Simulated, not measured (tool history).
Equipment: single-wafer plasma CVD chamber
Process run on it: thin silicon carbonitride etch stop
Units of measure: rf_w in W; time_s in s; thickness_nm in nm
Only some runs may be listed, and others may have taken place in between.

{"run": 1, "hour": 0.0, "rf_w": 230, "time_s": 27.7, "thickness_nm": 15.227}
{"run": 2, "hour": 3.6, "rf_w": 255, "time_s": 27.7, "thickness_nm": 15.87}
{"run": 3, "hour": 8.3, "rf_w": 255, "time_s": 24, "thickness_nm": 13.756}
{"run": 4, "hour": 9.5, "rf_w": 260, "time_s": 25.1, "thickness_nm": 14.465}
{"hour": 13.8, "done": "RF generator calibrated"}
{"run": 5, "hour": 13.8, "rf_w": 260, "time_s": 23.3, "thickness_nm": 13.779}
{"run": 6, "hour": 20.0, "rf_w": 260, "time_s": 21.6, "thickness_nm": 12.78}
{"run": 7, "hour": 25.3, "rf_w": 295, "time_s": 26, "thickness_nm": 16.12}
{"run": 8, "hour": 33.1, "rf_w": 295, "time_s": 26.7, "thickness_nm": 16.574}

Predict the results of run 9:
{"run": 9, "hour": 40.9, "rf_w": 295, "time_s": 27.3, "thickness_nm": "?"}

thickness_nm: 16.93 nm
